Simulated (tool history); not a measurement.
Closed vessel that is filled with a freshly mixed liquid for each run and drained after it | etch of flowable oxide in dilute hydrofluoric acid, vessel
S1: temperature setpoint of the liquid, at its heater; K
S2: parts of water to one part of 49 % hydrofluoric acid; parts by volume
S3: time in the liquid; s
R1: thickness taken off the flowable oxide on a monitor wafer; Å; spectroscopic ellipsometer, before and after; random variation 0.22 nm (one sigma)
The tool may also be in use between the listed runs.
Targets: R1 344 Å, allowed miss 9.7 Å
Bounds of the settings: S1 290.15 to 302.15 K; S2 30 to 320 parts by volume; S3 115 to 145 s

| run | hour | S1 | S2 | S3 | R1 |
|---|---|---|---|---|---|
| 1 | 0 | 294.15 | 175 | 145 | 237.91 |
| 2 | 7.9 | 296.15 | 170 | 145 | 261.03 |
| 3 | 14 | 296.15 | 170 | 115 | 210.01 |
| 4 | 20.1 | 296.15 | 170 | 115 | 210.28 |
| 5 | 23.8 | 296.15 | 170 | 145 | 263.85 |
| 6 | 25.8 | 299.15 | 170 | 145 | 296.38 |
| 7 | 28.1 | 299.15 | 170 | 145 | 296.13 |
| 8 | 30.1 | 300.15 | 170 | 145 | 310.97 |
| 9 | 31.7 | 300.65 | 170 | 145 | 316.65 |

Which of these 4 next moves meets every target?
| A | 33.3 | 301.65 | 140 | 115 | ? |
| B | 33.3 | 298.65 | 145 | 120 | ? |
| C | 33.3 | 302.15 | 150 | 115 | ? |
| D | 33.3 | 299.15 | 145 | 140 | ? |

| move | R1 |
|---|---|
| A | 323.68 |
| B | 289.41 |
| C | 303.95 |
| D | 344.16 |
A: nearer than the last run, and not there yet
B: further off than the last run
C: further off than the last run
D: meets every target
Move D is the one to make.
